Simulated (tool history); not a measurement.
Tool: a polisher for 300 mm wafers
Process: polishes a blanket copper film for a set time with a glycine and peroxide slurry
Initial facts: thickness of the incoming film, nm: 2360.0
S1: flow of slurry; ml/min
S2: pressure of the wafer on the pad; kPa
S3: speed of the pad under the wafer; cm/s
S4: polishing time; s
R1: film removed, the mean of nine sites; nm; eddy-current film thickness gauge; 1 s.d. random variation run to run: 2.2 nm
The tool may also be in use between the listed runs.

run 1 hour=0 | S1=235 S2=19.3 S3=116 S4=43 | R1=315.73
run 2 hour=5.9 | S1=235 S2=19.3 S3=100 S4=43 | R1=273.35
run 3 hour=9.8 | S1=235 S2=19.3 S3=100 S4=43 | R1=273.56
run 4 hour=10.7 | S1=235 S2=16.5 S3=98 S4=43 | R1=250.24
run 5 hour=17.5 | S1=235 S2=14.5 S3=90 S4=43 | R1=219.84
run 6 hour=21.7 | S1=205 S2=14.5 S3=90 S4=43 | R1=217.49
run 7 hour=28.3 | S1=205 S2=13.1 S3=86 S4=43 | R1=199.89

Forecast run 8:
run 8 hour=31.2 | S1=205 S2=11.7 S3=84 S4=43 | R1=?

Run 8 gave R1 192.33 nm.
